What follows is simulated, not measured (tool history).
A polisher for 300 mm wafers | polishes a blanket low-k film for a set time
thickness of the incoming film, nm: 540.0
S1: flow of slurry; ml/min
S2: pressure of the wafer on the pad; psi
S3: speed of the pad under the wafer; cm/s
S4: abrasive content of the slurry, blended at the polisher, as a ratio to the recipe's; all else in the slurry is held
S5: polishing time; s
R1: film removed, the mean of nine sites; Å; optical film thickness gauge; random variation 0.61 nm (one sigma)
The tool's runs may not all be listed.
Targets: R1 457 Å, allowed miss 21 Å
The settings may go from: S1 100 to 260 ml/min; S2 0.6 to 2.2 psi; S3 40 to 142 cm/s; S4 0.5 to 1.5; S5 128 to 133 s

| run | hour | S1 | S2 | S3 | S4 | S5 | R1 |
|---|---|---|---|---|---|---|---|
| 1 | 0 | 165 | 1.4 | 90 | 1 | 128 | 265.75 |
| 2 | 7.3 | 165 | 1.4 | 68 | 1 | 128 | 213.32 |
| 3 | 13.9 | 165 | 1.4 | 68 | 0.85 | 128 | 207.61 |
| 4 | 15.4 | 165 | 1.4 | 68 | 0.7 | 128 | 194.04 |
| 5 | 22.4 | 165 | 1.2 | 68 | 0.7 | 128 | 167.62 |
| 6 | 23.8 | 150 | 1.2 | 68 | 0.7 | 128 | 168.47 |
|  | 32 | slurry blender recalibrated |
| 7 | 32 | 150 | 1.6 | 94 | 0.75 | 129 | 300.52 |
| 8 | 36.8 | 150 | 1.7 | 94 | 0.75 | 129 | 312.52 |
| 9 | 45.6 | 160 | 2.1 | 104 | 0.75 | 129 | 413.13 |
| 10 | 51.1 | 160 | 2.1 | 104 | 0.75 | 129 | 412.31 |
| 11 | 58.8 | 160 | 2.1 | 106 | 0.75 | 129 | 420.27 |

4 next moves are on the table. One of them brings every result within its allowed miss. Which?
| A | 66.5 | 155 | 2 | 106 | 0.8 | 128 | ? |
| B | 66.5 | 170 | 2.1 | 100 | 0.7 | 128 | ? |
| C | 66.5 | 140 | 2.2 | 108 | 0.75 | 133 | ? |
| D | 66.5 | 165 | 2.2 | 96 | 0.8 | 128 | ? |

| move | R1 |
|---|---|
| A | 410.11 |
| B | 395.48 |
| C | 453.1 |
| D | 414.09 |
A: further off than the last run
B: further off than the last run
C: meets every target
D: further off than the last run
The right move is C.

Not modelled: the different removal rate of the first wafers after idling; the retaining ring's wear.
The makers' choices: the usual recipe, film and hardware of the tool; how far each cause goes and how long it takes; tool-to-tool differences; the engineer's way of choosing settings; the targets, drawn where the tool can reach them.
